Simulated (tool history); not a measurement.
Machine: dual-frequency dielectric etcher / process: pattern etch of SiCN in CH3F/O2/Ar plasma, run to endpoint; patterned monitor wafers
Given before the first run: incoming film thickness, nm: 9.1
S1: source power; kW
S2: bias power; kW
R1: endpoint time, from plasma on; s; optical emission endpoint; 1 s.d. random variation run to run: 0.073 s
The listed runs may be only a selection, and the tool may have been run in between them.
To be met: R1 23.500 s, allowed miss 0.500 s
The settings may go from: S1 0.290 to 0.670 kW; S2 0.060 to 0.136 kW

| run | hour | S1 | S2 | R1 |
|---|---|---|---|---|
| 1 | 0.0 | 0.480 | 0.098 | 19.185 |
| 2 | 3.1 | 0.480 | 0.109 | 18.597 |
| 3 | 9.7 | 0.480 | 0.118 | 18.235 |
| 4 | 11.4 | 0.440 | 0.109 | 19.109 |
| 5 | 15.0 | 0.520 | 0.109 | 18.056 |
| 6 | 20.9 | 0.520 | 0.126 | 17.302 |
| 7 | 23.4 | 0.520 | 0.126 | 17.257 |
| 8 | 24.8 | 0.470 | 0.115 | 18.494 |

Next run, 4 choices. One meets every target within its allowed miss, the rest don't. Which?
| A | 26.2 | 0.290 | 0.084 | ? |
| B | 26.2 | 0.290 | 0.095 | ? |
| C | 26.2 | 0.290 | 0.074 | ? |
| D | 26.2 | 0.320 | 0.063 | ? |

| move | R1 |
|---|---|
| A | 24.301 |
| B | 23.424 |
| C | 25.197 |
| D | 25.362 |
A: pushes the last run's worst result past its target
B: in spec on every target
C: pushes the last run's worst result past its target
D: pushes the last run's worst result past its target
Answer: B

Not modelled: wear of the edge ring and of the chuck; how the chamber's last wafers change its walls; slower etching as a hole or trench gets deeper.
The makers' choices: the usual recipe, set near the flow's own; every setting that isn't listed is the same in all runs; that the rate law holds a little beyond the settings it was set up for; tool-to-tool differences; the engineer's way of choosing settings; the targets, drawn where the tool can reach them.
